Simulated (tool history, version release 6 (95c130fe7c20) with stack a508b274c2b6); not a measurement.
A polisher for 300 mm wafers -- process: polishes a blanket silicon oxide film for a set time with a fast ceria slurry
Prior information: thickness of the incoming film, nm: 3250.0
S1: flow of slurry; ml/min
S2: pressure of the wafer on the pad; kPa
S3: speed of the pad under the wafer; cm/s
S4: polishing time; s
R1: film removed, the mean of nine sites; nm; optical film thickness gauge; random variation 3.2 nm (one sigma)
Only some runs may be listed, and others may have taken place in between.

Run 1, hour 0.0: S1 140 ml/min, S2 11.7 kPa, S3 114 cm/s, S4 40 s. Result: R1 376.62 nm.
Run 2, hour 8.5: S1 140 ml/min, S2 13.8 kPa, S3 114 cm/s, S4 40 s. Result: R1 431.07 nm.
Run 3, hour 16.1: S1 140 ml/min, S2 13.8 kPa, S3 114 cm/s, S4 36 s. Result: R1 384.05 nm.
Run 4, hour 23.3: S1 135 ml/min, S2 12.4 kPa, S3 114 cm/s, S4 36 s. Result: R1 356.83 nm.
Run 5, hour 23.9: S1 135 ml/min, S2 15.2 kPa, S3 114 cm/s, S4 36 s. Result: R1 398.50 nm.
Run 6, hour 25.1: S1 135 ml/min, S2 13.1 kPa, S3 114 cm/s, S4 36 s. Result: R1 367.75 nm.
Run 7, hour 26.6: S1 125 ml/min, S2 12.4 kPa, S3 114 cm/s, S4 36 s. Result: R1 343.36 nm.

Run 8 is up next; what results do you expect?
Run 8, hour 32.2: S1 115 ml/min, S2 12.4 kPa, S3 114 cm/s, S4 36 s. Result: R1 ?.

R1: 344.88 nm
